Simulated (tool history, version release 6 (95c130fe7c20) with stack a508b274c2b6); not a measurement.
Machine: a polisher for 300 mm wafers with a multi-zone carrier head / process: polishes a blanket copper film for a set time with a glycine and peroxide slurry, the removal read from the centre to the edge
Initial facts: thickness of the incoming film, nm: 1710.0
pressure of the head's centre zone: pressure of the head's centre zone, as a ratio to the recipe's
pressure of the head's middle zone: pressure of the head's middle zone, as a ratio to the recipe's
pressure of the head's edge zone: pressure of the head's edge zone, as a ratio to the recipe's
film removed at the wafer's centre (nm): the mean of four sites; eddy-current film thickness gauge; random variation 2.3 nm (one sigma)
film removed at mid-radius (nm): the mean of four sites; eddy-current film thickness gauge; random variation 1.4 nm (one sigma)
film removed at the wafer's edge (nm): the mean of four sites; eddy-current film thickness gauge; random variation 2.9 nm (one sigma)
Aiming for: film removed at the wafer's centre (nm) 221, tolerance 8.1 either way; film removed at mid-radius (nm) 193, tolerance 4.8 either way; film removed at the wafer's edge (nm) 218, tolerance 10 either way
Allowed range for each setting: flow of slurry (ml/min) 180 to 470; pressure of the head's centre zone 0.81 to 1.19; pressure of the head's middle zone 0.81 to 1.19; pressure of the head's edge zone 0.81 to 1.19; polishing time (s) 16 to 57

run    day  flow of slurry (ml/min)  pressure of the head's centre zone  pressure of the head's middle zone  pressure of the head's edge zone  polishing time (s)  film removed at the wafer's centre (nm)  film removed at mid-radius (nm)  film removed at the wafer's edge (nm)
  1      0                      300                                   1                                   1                                 1                  36                                   165.96                            167.8                                 166.05
  2  0.275                      250                                   1                                   1                                 1                  36                                   164.26                           163.92                                 165.57
  3  0.367                      240                                1.02                                   1                              1.02                  37                                   170.61                           167.81                                  172.7
  4  0.621                      300                                1.02                                   1                              1.02                  37                                   174.07                           172.65                                 179.45
  5  0.908                      300                                0.94                                   1                              1.02                  37                                   162.27                           173.54                                 174.61
  6  1.112                      300                                0.94                                   1                              1.02                  29                                   128.48                           134.85                                 137.03
  7  1.242                      315                                1.04                                0.95                              1.12                  39                                   190.64                           172.95                                 195.96
  8  1.483                      325                                1.05                                0.96                              1.13                  39                                   194.04                           176.84                                 195.91
  9  1.808                      325                                1.05                                0.96                              1.13                  39                                   191.46                           178.66                                 192.37
 10  2.096                      325                                1.06                                0.96                              1.13                  40                                   202.49                           182.23                                 202.97

Which of these 4 next moves meets every target?
  A  2.383                      310                                1.03                                0.97                              1.16                  41                                        ?                                ?                                      ?
  B  2.383                      270                                0.92                                0.84                                 1                  44                                        ?                                ?                                      ?
  C  2.383                      315                                0.85                                 0.9                              1.19                  44                                        ?                                ?                                      ?
  D  2.383                      370                                1.08                                0.94                              1.15                  43                                        ?                                ?                                      ?

move  film removed at the wafer's centre (nm)  film removed at mid-radius (nm)  film removed at the wafer's edge (nm)
   A                                   193.99                            186.8                                 209.15
   B                                   182.46                           175.31                                 206.28
   C                                   171.76                            188.8                                 227.96
   D                                   217.28                           193.95                                 221.26
A: its largest miss is bigger than the last run's
B: its largest miss is bigger than the last run's
C: its largest miss is bigger than the last run's
D: meets every target
The right move is D.
